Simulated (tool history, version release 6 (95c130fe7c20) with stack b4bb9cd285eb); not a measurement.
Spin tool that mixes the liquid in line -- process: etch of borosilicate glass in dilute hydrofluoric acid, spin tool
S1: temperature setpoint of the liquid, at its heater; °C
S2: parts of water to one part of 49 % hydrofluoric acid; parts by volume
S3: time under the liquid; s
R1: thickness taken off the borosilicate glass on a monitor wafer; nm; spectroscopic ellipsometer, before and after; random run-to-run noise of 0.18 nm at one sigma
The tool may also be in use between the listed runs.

| run | hour | S1 | S2 | S3 | R1 |
|---|---|---|---|---|---|
| 1 | 0 | 20 | 135 | 65 | 11.993 |
| 2 | 5 | 21.5 | 135 | 65 | 12.731 |
| 3 | 8.9 | 25 | 135 | 65 | 14.848 |
| 4 | 9.5 | 25 | 115 | 65 | 17.399 |
| 5 | 11.5 | 25 | 85 | 65 | 24.815 |
| 6 | 12.6 | 24.5 | 85 | 65 | 23.948 |
|  | 15.9 | hydrofluoric acid flow meter replaced |
| 7 | 15.9 | 24 | 85 | 65 | 21.937 |

What does the tool deliver on the next run?
| 8 | 18.8 | 23 | 85 | 65 | ? |

{"run 8": {"R1": 21.07}}
